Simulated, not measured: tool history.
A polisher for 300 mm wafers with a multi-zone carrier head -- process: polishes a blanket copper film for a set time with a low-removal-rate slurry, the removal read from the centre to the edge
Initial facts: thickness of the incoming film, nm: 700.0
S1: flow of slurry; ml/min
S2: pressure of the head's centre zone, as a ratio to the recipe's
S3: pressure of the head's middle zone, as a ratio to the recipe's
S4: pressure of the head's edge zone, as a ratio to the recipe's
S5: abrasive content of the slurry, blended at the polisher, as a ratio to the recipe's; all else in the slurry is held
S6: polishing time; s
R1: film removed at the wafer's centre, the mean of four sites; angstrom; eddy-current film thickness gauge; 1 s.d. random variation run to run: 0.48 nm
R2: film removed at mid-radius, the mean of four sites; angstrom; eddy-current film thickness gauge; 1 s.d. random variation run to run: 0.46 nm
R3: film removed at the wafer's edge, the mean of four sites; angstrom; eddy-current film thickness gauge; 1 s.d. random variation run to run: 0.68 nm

run  hour   S1    S2    S3    S4    S5  S6      R1      R2      R3
  1     0  200     1     1     1     1  32  505.95  495.85  499.44
  2   2.1  200     1     1     1   0.8  32  476.11  459.22  476.61
  3  10.3  235     1     1     1   0.8  32  486.57  469.76  475.82
  4  11.7  235     1     1  1.06   0.8  32  485.57   471.6  489.45
     16.6  -- worn pad replaced by a new one
  5  16.6  235     1     1  1.06   0.8  25  422.33   408.8  428.29
  6  19.8  235     1  1.08  1.06   0.8  25   415.5  442.22  426.53
  7  21.7  205  1.01  1.06   1.1  1.05  29  519.01  529.42  530.35
  8  22.2  180  1.01  1.05  1.13   1.2  30  543.71  560.11  572.99

Run 9 is up next; what results do you expect?
  9  30.6  185  1.01  1.04  1.15  1.3  30   ?   ?   ?

R1: 561.97 angstrom
R2: 566.99 angstrom
R3: 588.24 angstrom
